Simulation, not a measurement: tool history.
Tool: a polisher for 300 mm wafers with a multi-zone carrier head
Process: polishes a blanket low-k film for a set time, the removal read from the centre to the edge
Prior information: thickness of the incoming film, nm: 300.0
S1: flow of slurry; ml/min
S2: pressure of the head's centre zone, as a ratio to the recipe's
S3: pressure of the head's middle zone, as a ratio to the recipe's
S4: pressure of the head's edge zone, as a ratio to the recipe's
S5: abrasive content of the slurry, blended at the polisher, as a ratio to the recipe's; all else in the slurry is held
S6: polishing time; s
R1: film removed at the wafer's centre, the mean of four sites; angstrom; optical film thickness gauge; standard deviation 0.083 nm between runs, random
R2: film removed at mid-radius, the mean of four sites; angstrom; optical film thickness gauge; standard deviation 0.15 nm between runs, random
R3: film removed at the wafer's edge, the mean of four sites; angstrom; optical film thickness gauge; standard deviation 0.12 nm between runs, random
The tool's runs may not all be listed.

run 1 day=0.000 | S1=295 S2=1.00 S3=1.00 S4=1.00 S5=1.00 S6=41 | R1=118.100 R2=123.570 R3=125.810
run 2 day=0.217 | S1=295 S2=1.00 S3=1.00 S4=0.94 S5=1.00 S6=41 | R1=120.740 R2=121.910 R3=119.940
run 3 day=0.429 | S1=285 S2=0.94 S3=0.99 S4=0.94 S5=1.00 S6=41 | R1=112.940 R2=125.390 R3=119.610
run 4 day=0.496 | S1=280 S2=0.91 S3=0.95 S4=0.95 S5=0.95 S6=41 | R1=106.070 R2=115.420 R3=117.250
run 5 day=0.579 | S1=280 S2=0.91 S3=0.95 S4=0.95 S5=0.95 S6=33 | R1=83.959 R2=93.565 R3=93.265
run 6 day=0.617 | S1=290 S2=0.93 S3=0.98 S4=1.01 S5=1.00 S6=33 | R1=89.740 R2=99.676 R3=99.077
run 7 day=0.742 | S1=290 S2=0.92 S3=0.99 S4=1.06 S5=1.05 S6=33 | R1=90.980 R2=102.640 R3=103.530

Estimate the outcome of run 8 from the log above:
run 8 day=0.842 | S1=295 S2=0.91 S3=1.00 S4=1.10 S5=1.10 S6=33 | R1=? R2=? R3=?

Run 8 gave R1 91.828 angstrom, R2 102.910 angstrom, R3 109.850 angstrom.

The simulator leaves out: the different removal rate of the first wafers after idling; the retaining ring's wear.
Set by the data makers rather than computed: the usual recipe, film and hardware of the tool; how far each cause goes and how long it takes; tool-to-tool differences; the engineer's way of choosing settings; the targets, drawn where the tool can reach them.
